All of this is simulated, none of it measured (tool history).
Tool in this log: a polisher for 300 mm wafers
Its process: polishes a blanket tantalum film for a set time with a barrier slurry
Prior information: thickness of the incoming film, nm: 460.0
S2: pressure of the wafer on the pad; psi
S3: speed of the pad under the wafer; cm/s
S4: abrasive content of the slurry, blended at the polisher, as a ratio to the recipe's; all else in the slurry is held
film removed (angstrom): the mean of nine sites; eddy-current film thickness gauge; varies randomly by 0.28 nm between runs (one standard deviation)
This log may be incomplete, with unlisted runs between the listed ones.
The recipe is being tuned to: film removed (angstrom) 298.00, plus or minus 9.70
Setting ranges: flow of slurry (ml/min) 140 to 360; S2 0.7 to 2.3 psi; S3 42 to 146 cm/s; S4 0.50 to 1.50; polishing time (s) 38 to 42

run 1 hour=0.0 | flow_of_slurry_(ml/min)=230 S2=1.5 S3=94 S4=1.00 polishing_time_(s)=42 | film_removed_(angstrom)=403.79
run 2 hour=1.5 | flow_of_slurry_(ml/min)=230 S2=1.4 S3=94 S4=1.00 polishing_time_(s)=42 | film_removed_(angstrom)=383.71
run 3 hour=9.4 | flow_of_slurry_(ml/min)=230 S2=1.3 S3=94 S4=1.00 polishing_time_(s)=42 | film_removed_(angstrom)=359.95
run 4 hour=16.2 | flow_of_slurry_(ml/min)=260 S2=1.3 S3=94 S4=1.00 polishing_time_(s)=42 | film_removed_(angstrom)=370.18
run 5 hour=24.7 | flow_of_slurry_(ml/min)=290 S2=1.3 S3=94 S4=1.00 polishing_time_(s)=42 | film_removed_(angstrom)=374.63
run 6 hour=32.7 | flow_of_slurry_(ml/min)=280 S2=1.2 S3=94 S4=1.00 polishing_time_(s)=42 | film_removed_(angstrom)=347.54
run 7 hour=35.9 | flow_of_slurry_(ml/min)=275 S2=1.1 S3=94 S4=1.00 polishing_time_(s)=42 | film_removed_(angstrom)=328.08
run 8 hour=36.8 | flow_of_slurry_(ml/min)=270 S2=1.1 S3=94 S4=1.00 polishing_time_(s)=42 | film_removed_(angstrom)=325.23
run 9 hour=39.1 | flow_of_slurry_(ml/min)=265 S2=1.1 S3=94 S4=1.00 polishing_time_(s)=42 | film_removed_(angstrom)=329.52

4 candidate next runs follow, results not yet known. Just one meets every target within its allowed miss. Identify it.
run A hour=41.4 | flow_of_slurry_(ml/min)=210 S2=0.9 S3=126 S4=1.15 polishing_time_(s)=40 | film_removed_(angstrom)=?
run B hour=41.4 | flow_of_slurry_(ml/min)=270 S2=1.3 S3=94 S4=1.00 polishing_time_(s)=42 | film_removed_(angstrom)=?
run C hour=41.4 | flow_of_slurry_(ml/min)=250 S2=1.2 S3=80 S4=1.20 polishing_time_(s)=40 | film_removed_(angstrom)=?
run D hour=41.4 | flow_of_slurry_(ml/min)=225 S2=1.1 S3=108 S4=1.00 polishing_time_(s)=39 | film_removed_(angstrom)=?

move=A film_removed_(angstrom)=369.65
move=B film_removed_(angstrom)=366.11
move=C film_removed_(angstrom)=294.03
move=D film_removed_(angstrom)=341.28
A: its largest miss is bigger than the last run's
B: its largest miss is bigger than the last run's
C: every result lands within tolerance
D: its largest miss is bigger than the last run's
Answer: C

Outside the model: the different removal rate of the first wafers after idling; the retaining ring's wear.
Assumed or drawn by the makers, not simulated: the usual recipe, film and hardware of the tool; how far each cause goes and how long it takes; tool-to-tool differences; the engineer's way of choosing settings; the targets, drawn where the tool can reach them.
